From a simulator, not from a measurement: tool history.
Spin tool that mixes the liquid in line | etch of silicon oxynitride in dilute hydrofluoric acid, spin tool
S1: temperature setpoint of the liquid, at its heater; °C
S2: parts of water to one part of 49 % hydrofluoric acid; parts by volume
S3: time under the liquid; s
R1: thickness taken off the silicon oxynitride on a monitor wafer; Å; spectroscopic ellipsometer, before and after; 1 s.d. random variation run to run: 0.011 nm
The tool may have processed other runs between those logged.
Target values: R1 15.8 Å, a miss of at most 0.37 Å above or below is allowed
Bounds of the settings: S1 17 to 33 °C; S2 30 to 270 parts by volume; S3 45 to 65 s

run	day	S1	S2	S3	R1
1	0	25	150	65	20.46
2	0.212	23.5	150	65	19.228
3	0.325	23.5	195	65	14.209
4	0.629	24	195	65	14.454
5	0.804	24	195	45	10.108
6	1.017	24	155	45	12.907
7	1.162	25	155	45	13.503
8	1.358	29	155	45	16.316

4 next moves are on the table. One of them brings every result within its allowed miss. Which?
A	1.554	29	175	50	?
B	1.554	27	160	55	?
C	1.554	27	140	45	?
D	1.554	22.5	140	55	?

move	R1
A	15.724
B	17.567
C	16.716
D	16.624
A: every result lands within tolerance
B: the biggest miss grows against the last run
C: the biggest miss grows against the last run
D: the biggest miss grows against the last run
Go with A: it meets all targets.
